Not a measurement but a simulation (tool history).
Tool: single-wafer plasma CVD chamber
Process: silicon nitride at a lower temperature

run  hour  heater temperature setpoint (°C)  chamber pressure (Pa)  RF power (W)  deposition time (s)  mean film thickness on the monitor wafer (nm)
  1   0.0                               355                    239           230                 29.4                                         29.453
  2   6.0                               355                    248           235                 29.4                                         30.511
  3  14.0                               355                    256           235                 29.4                                         30.617
  4  14.7                               355                    256           220                 29.4                                         29.160
  5  18.4                               344                    256           220                 29.4                                         28.918
  6  22.5                               344                    264           225                 29.4                                         30.068
  7  29.6                               344                    272           225                 29.4                                         30.331

Expected results for the next run?
  8  34.3                               344                    320           250                 29.4                                              ?

{"run 8": {"mean film thickness on the monitor wafer (nm)": 35.154}}
